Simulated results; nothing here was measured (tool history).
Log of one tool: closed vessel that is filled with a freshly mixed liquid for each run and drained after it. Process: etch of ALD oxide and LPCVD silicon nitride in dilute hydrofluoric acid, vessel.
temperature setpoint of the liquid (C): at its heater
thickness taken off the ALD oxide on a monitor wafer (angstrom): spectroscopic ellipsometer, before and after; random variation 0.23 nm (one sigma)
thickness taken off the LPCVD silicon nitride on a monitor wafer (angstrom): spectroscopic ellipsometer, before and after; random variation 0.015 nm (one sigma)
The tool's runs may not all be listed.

run  hour  temperature setpoint of the liquid (C)  parts of water to one part of 49 % hydrofluoric acid (parts by volume)  time in the liquid (s)  thickness taken off the ALD oxide on a monitor wafer (angstrom)  thickness taken off the LPCVD silicon nitride on a monitor wafer (angstrom)
  1   0.0                                    24.0                                                                      65                     105                                                           423.60                                                                       8.7818
  2   2.1                                    24.0                                                                      55                     105                                                           502.23                                                                      10.2520
  3   8.4                                    24.0                                                                      65                     105                                                           421.14                                                                       8.8151
  4   9.4                                    24.0                                                                      75                     105                                                           358.12                                                                       7.1951
  5  15.9                                    24.0                                                                      75                      65                                                           221.43                                                                       4.8638
  6  25.0                                    24.5                                                                      75                      65                                                           229.38                                                                       4.9233
  7  28.6                                    25.5                                                                      75                      65                                                           238.43                                                                       5.5111

Forecast run 8:
  8  33.8                                    25.5                                                                      70                      65                                                                ?                                                                            ?

{"run 8": {"thickness taken off the ALD oxide on a monitor wafer (angstrom)": 255.93, "thickness taken off the LPCVD silicon nitride on a monitor wafer (angstrom)": 5.438}}

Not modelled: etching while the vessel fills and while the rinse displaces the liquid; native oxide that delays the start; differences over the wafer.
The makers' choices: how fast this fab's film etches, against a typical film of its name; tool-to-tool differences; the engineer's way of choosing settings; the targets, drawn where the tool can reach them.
